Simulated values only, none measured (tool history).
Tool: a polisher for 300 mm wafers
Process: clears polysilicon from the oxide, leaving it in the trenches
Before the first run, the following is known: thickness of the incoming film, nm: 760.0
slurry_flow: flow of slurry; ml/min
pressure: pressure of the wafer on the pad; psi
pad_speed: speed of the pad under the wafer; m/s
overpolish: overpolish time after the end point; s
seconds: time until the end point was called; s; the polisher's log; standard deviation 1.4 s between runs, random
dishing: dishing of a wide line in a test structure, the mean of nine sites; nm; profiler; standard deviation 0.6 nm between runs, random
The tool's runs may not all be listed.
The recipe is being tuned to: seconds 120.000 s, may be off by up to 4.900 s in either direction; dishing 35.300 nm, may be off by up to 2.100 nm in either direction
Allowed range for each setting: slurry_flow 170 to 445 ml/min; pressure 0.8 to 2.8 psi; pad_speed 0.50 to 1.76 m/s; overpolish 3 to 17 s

{"run": 1, "hour": 0.0, "slurry_flow": 285, "pressure": 1.8, "pad_speed": 1.12, "overpolish": 9, "seconds": 73.429, "dishing": 36.734}
{"run": 2, "hour": 7.0, "slurry_flow": 285, "pressure": 1.6, "pad_speed": 1.12, "overpolish": 10, "seconds": 83.437, "dishing": 37.955}
{"run": 3, "hour": 9.1, "slurry_flow": 285, "pressure": 1.4, "pad_speed": 1.12, "overpolish": 10, "seconds": 94.122, "dishing": 34.789}
{"run": 4, "hour": 14.5, "slurry_flow": 285, "pressure": 1.0, "pad_speed": 1.12, "overpolish": 10, "seconds": 131.85, "dishing": 31.508}
{"run": 5, "hour": 15.9, "slurry_flow": 250, "pressure": 1.0, "pad_speed": 1.12, "overpolish": 10, "seconds": 130.41, "dishing": 30.024}
{"run": 6, "hour": 23.8, "slurry_flow": 250, "pressure": 1.0, "pad_speed": 1.12, "overpolish": 9, "seconds": 129.38, "dishing": 28.709}
{"run": 7, "hour": 25.3, "slurry_flow": 265, "pressure": 1.0, "pad_speed": 1.12, "overpolish": 10, "seconds": 133.61, "dishing": 30.545}
{"run": 8, "hour": 32.2, "slurry_flow": 275, "pressure": 1.0, "pad_speed": 1.12, "overpolish": 10, "seconds": 131.22, "dishing": 31.531}
{"run": 9, "hour": 35.7, "slurry_flow": 285, "pressure": 1.0, "pad_speed": 1.12, "overpolish": 10, "seconds": 129.86, "dishing": 30.587}
{"run": 10, "hour": 38.2, "slurry_flow": 285, "pressure": 1.0, "pad_speed": 1.12, "overpolish": 10, "seconds": 131.07, "dishing": 30.83}
{"run": 11, "hour": 42.1, "slurry_flow": 290, "pressure": 1.0, "pad_speed": 1.12, "overpolish": 11, "seconds": 127.98, "dishing": 31.751}
{"run": 12, "hour": 48.7, "slurry_flow": 300, "pressure": 1.0, "pad_speed": 1.12, "overpolish": 12, "seconds": 128.76, "dishing": 33.408}

Below are 5 possible settings for the next run. Only one of them brings all results inside the allowed miss of their targets. Which is it?
{"run": "A", "hour": 55.3, "slurry_flow": 360, "pressure": 1.0, "pad_speed": 1.06, "overpolish": 14, "seconds": "?", "dishing": "?"}
{"run": "B", "hour": 55.3, "slurry_flow": 445, "pressure": 1.6, "pad_speed": 0.82, "overpolish": 17, "seconds": "?", "dishing": "?"}
{"run": "C", "hour": 55.3, "slurry_flow": 230, "pressure": 0.9, "pad_speed": 1.16, "overpolish": 16, "seconds": "?", "dishing": "?"}
{"run": "D", "hour": 55.3, "slurry_flow": 400, "pressure": 1.0, "pad_speed": 1.04, "overpolish": 9, "seconds": "?", "dishing": "?"}
{"run": "E", "hour": 55.3, "slurry_flow": 315, "pressure": 1.3, "pad_speed": 0.94, "overpolish": 13, "seconds": "?", "dishing": "?"}

move=A seconds=135.050 dishing=34.804
move=B seconds=108.700 dishing=38.753
move=C seconds=141.770 dishing=35.785
move=D seconds=136.550 dishing=28.569
move=E seconds=119.310 dishing=35.389
A: the biggest miss grows against the last run
B: carries the result that was furthest off beyond its target, to the other side
C: the biggest miss grows against the last run
D: the biggest miss grows against the last run
E: hits every target within its allowed miss
So the answer is move E, the one that meets all the targets.
